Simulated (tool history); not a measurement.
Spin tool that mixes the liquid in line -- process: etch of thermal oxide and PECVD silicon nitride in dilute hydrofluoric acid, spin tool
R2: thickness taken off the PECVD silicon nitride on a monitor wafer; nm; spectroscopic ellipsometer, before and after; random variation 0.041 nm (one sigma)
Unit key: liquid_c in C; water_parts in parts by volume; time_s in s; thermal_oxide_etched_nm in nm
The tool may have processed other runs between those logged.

{"run": 1, "hour": 0.0, "liquid_c": 24, "water_parts": 45, "time_s": 135, "thermal_oxide_etched_nm": 16.791, "R2": 4.542}
{"run": 2, "hour": 1.2, "liquid_c": 27, "water_parts": 45, "time_s": 135, "thermal_oxide_etched_nm": 18.659, "R2": 5.5849}
{"run": 3, "hour": 4.9, "liquid_c": 27, "water_parts": 50, "time_s": 135, "thermal_oxide_etched_nm": 16.704, "R2": 4.9601}
{"run": 4, "hour": 13.0, "liquid_c": 23.5, "water_parts": 50, "time_s": 135, "thermal_oxide_etched_nm": 14.61, "R2": 3.9949}
{"hour": 17.4, "done": "thermometer replaced"}
{"run": 5, "hour": 17.4, "liquid_c": 24.5, "water_parts": 50, "time_s": 135, "thermal_oxide_etched_nm": 16.032, "R2": 4.7307}
{"run": 6, "hour": 24.1, "liquid_c": 21.5, "water_parts": 50, "time_s": 135, "thermal_oxide_etched_nm": 14.516, "R2": 3.8941}

Predict the results of run 7:
{"run": 7, "hour": 25.9, "liquid_c": 23, "water_parts": 50, "time_s": 135, "thermal_oxide_etched_nm": "?", "R2": "?"}

{"run 7": {"thermal_oxide_etched_nm": 15.52, "R2": 4.3905}}
